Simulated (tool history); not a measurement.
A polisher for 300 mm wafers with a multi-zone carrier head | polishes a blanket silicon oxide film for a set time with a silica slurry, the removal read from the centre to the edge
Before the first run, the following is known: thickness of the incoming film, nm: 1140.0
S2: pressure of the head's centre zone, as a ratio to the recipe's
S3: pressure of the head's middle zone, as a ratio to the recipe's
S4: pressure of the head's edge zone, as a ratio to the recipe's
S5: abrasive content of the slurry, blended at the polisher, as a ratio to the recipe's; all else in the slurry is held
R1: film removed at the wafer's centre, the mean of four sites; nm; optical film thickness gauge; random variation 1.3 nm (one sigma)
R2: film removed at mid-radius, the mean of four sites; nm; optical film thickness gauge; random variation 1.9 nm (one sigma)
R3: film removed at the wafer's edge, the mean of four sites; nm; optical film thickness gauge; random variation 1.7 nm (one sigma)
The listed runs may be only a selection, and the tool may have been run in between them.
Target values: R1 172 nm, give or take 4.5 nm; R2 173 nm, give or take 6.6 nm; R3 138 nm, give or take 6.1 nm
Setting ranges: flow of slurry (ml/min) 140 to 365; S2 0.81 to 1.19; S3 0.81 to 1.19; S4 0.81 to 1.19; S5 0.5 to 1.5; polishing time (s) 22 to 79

Run 1, hour 0: flow of slurry (ml/min) 235, S2 1, S3 1, S4 1, S5 1, polishing time (s) 50. Result: R1 131.44 nm, R2 137.7 nm, R3 127.08 nm.
Run 2, hour 7.2: flow of slurry (ml/min) 245, S2 1.03, S3 1.03, S4 1, S5 1, polishing time (s) 50. Result: R1 135.82 nm, R2 140.29 nm, R3 130.05 nm.
Run 3, hour 15.7: flow of slurry (ml/min) 250, S2 1.05, S3 1.06, S4 0.97, S5 1.05, polishing time (s) 50. Result: R1 144.16 nm, R2 146.6 nm, R3 135.43 nm.
Run 4, hour 17.3: flow of slurry (ml/min) 250, S2 0.98, S3 1.06, S4 0.97, S5 1.05, polishing time (s) 50. Result: R1 133.86 nm, R2 143.41 nm, R3 130.14 nm.
Run 5, hour 24.3: flow of slurry (ml/min) 235, S2 1.01, S3 1.08, S4 0.94, S5 1.05, polishing time (s) 51. Result: R1 137.19 nm, R2 150.45 nm, R3 133.09 nm.
Run 6, hour 25.4: flow of slurry (ml/min) 245, S2 1.04, S3 1.1, S4 0.92, S5 1.05, polishing time (s) 51. Result: R1 143.72 nm, R2 151.03 nm, R3 130.53 nm.
Run 7, hour 31.1: flow of slurry (ml/min) 245, S2 1.05, S3 1.12, S4 0.9, S5 1.05, polishing time (s) 51. Result: R1 145.54 nm, R2 155.48 nm, R3 128.74 nm.
Run 8, hour 33.7: flow of slurry (ml/min) 255, S2 1.06, S3 1.13, S4 0.9, S5 1.05, polishing time (s) 51. Result: R1 147.65 nm, R2 157.49 nm, R3 128.52 nm.
At hour 38.3: worn pad replaced by a new one.
Run 9, hour 38.3: flow of slurry (ml/min) 260, S2 1.08, S3 1.14, S4 0.91, S5 1.05, polishing time (s) 51. Result: R1 167.93 nm, R2 178.12 nm, R3 149.18 nm.
Run 10, hour 42.6: flow of slurry (ml/min) 260, S2 1.08, S3 1.14, S4 0.89, S5 1.1, polishing time (s) 51. Result: R1 173.17 nm, R2 182.43 nm, R3 145.22 nm.

Pick the move, out of 5, that brings all results within their allowed miss; only one does.
Run A, hour 46.9: flow of slurry (ml/min) 255, S2 1.05, S3 1.05, S4 0.87, S5 1.1, polishing time (s) 54. Result: R1 ?, R2 ?, R3 ?.
Run B, hour 46.9: flow of slurry (ml/min) 270, S2 1.09, S3 1.08, S4 0.81, S5 1.1, polishing time (s) 50. Result: R1 ?, R2 ?, R3 ?.
Run C, hour 46.9: flow of slurry (ml/min) 270, S2 1.06, S3 1.12, S4 0.86, S5 1.15, polishing time (s) 53. Result: R1 ?, R2 ?, R3 ?.
Run D, hour 46.9: flow of slurry (ml/min) 285, S2 1.17, S3 1.07, S4 0.95, S5 1.25, polishing time (s) 47. Result: R1 ?, R2 ?, R3 ?.
Run E, hour 46.9: flow of slurry (ml/min) 225, S2 1.1, S3 1.02, S4 1.08, S5 1.1, polishing time (s) 54. Result: R1 ?, R2 ?, R3 ?.

move      R1      R2      R3
   A  175.65   179.5  155.41
   B  170.19  171.38  140.07
   C  179.59  191.84  155.97
   D  184.43  171.36  151.64
   E  180.68  172.16   170.2
A: brings the last run's worst result on target, with another outside its allowed miss
B: all results in spec
C: lands further from the targets than the last run did
D: brings the last run's worst result on target, with another outside its allowed miss
E: brings the last run's worst result on target, with another outside its allowed miss
Move B is the one to make.
